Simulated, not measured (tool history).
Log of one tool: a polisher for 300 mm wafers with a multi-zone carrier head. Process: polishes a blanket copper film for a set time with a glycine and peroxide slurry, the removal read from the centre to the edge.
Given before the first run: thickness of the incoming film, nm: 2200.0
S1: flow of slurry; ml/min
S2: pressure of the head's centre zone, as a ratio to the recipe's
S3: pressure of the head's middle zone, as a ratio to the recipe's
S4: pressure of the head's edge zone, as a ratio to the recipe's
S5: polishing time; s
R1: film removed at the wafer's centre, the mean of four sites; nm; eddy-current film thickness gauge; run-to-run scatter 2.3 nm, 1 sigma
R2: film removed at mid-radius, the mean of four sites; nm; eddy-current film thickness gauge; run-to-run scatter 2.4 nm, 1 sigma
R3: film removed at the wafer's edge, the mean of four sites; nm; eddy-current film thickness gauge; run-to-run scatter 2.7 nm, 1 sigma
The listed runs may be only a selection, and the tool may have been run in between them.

run,hour,S1,S2,S3,S4,S5,R1,R2,R3
1,0,295,1,1,1,64,420.37,409.27,423.17
2,3.7,295,1,1,1.08,64,423.7,409.11,437.14
3,6.2,295,0.98,0.99,1.03,58,373.92,370,377.91
4,11.5,295,0.94,0.99,1.03,58,355.4,371.74,387.48
5,14.6,295,0.99,0.99,1.03,58,372.23,365.89,386
6,20.3,295,0.98,0.98,0.98,54,346.39,345.27,352.63
7,28,295,0.97,0.96,0.95,51,323.6,318.41,324.36
8,35.4,290,0.94,0.94,0.92,50,315.9,308.92,310.92
9,37.5,285,0.91,0.93,0.91,49,289.42,297.38,302.21
10,41.7,275,0.9,0.92,0.89,49,283.14,289.6,304.06
11,49.4,280,0.9,0.92,0.87,48,281,291.68,292.03
# hour 50.6: worn pad replaced by a new one
12,50.6,270,0.9,0.91,0.86,48,302.98,309.64,310.97
13,56.5,295,0.89,0.91,0.86,48,306.51,315.03,314.32

Estimate the outcome of run 14 from the log above:
14,62.1,235,0.86,0.87,0.81,42,?,?,?

{"run 14": {"R1": 252.5, "R2": 254.23, "R3": 268.25}}

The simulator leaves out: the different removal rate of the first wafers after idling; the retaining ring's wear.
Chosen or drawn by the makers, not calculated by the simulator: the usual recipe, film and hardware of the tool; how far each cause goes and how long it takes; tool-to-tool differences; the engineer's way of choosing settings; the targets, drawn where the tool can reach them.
